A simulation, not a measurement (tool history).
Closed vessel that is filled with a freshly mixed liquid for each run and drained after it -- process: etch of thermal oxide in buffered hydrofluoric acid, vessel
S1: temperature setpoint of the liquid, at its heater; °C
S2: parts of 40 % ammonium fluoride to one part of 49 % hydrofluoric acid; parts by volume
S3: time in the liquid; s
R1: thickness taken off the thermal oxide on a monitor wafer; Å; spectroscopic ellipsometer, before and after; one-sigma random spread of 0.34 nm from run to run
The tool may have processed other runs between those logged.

run	day	S1	S2	S3	R1
1	0.000	20	12.0	30	246.00
2	0.288	22	11.5	30	288.53
3	0.325	24	11.5	30	317.50
4	0.604	24	10.0	30	361.65
5	0.796	24	10.0	30	371.31
6	1.154	24	13.0	30	284.99
7	1.488	25	12.0	30	322.51
8	1.738	26	11.5	30	355.80

Run 9 is up next; what results do you expect?
9	1.838	28	8.5	30	?

R1: 515.43 Å

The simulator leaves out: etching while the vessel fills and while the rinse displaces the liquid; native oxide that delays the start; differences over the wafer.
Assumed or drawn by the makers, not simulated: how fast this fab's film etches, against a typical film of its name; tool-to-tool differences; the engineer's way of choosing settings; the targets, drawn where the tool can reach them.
